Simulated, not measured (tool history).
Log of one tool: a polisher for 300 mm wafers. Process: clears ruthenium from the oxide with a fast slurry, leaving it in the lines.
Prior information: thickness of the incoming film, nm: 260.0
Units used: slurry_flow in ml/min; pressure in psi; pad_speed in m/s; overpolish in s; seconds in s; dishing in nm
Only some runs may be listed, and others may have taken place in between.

run 1 hour=0 | slurry_flow=285 pressure=2.1 pad_speed=1.28 slurry_solids=1 overpolish=17 | seconds=72.371 dishing=51.58
run 2 hour=2 | slurry_flow=285 pressure=2.1 pad_speed=1.28 slurry_solids=1 overpolish=16 | seconds=71.237 dishing=47.474
run 3 hour=7.6 | slurry_flow=285 pressure=2.1 pad_speed=1.28 slurry_solids=0.9 overpolish=16 | seconds=78.647 dishing=45.061
run 4 hour=8.5 | slurry_flow=285 pressure=2.1 pad_speed=1.54 slurry_solids=0.9 overpolish=16 | seconds=66.734 dishing=51.532
run 5 hour=13.4 | slurry_flow=285 pressure=2.1 pad_speed=1.72 slurry_solids=0.9 overpolish=16 | seconds=59.249 dishing=57.03
run 6 hour=19.2 | slurry_flow=320 pressure=2.1 pad_speed=1.72 slurry_solids=0.9 overpolish=16 | seconds=58.303 dishing=56.521

Estimate the outcome of run 7 from the log above:
run 7 hour=21.3 | slurry_flow=320 pressure=2 pad_speed=1.72 slurry_solids=0.9 overpolish=15 | seconds=? dishing=?

seconds: 61.413 s
dishing: 52.759 nm
